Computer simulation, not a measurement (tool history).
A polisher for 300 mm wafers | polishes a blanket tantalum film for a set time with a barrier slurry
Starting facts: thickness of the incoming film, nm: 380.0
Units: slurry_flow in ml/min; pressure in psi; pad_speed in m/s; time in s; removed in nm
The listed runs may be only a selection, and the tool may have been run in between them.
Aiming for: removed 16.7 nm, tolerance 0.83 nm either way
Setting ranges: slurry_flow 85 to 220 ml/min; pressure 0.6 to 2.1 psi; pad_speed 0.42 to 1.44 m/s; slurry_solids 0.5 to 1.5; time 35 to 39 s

run,hour,slurry_flow,pressure,pad_speed,slurry_solids,time,removed
1,0,140,1.3,0.92,1,39,34.576
2,4.4,140,1.3,0.92,0.8,39,31.64
3,7.3,160,1.3,0.92,0.8,39,32.313
4,9.3,160,1.2,0.9,0.8,39,30.036
5,11.5,160,1.2,0.9,0.65,39,27.111
# hour 16.4: worn pad replaced by a new one
6,16.4,185,1.2,0.9,0.65,39,29.741
7,21.7,175,1.1,0.9,0.65,39,26.673
8,29,170,1,0.9,0.65,39,24.39
9,36.8,165,0.9,0.9,0.65,39,21.911
10,42.1,160,0.9,0.9,0.65,39,21.471
11,46.2,155,0.9,0.9,0.65,39,21.848
12,50.5,150,0.9,0.9,0.65,39,22.041

Below are 4 possible settings for the next run. Only one of them brings all results inside the allowed miss of their targets. Which is it?
A,54.8,110,0.8,0.74,0.65,38,?
B,54.8,155,0.8,0.82,0.55,35,?
C,54.8,145,0.8,0.84,0.6,37,?
D,54.8,150,0.7,0.96,0.5,35,?

move,removed
A,14.749
B,14.718
C,16.389
D,14.316
A: pushes the last run's worst result past its target
B: pushes the last run's worst result past its target
C: each result inside its tolerance
D: pushes the last run's worst result past its target
Answer: C
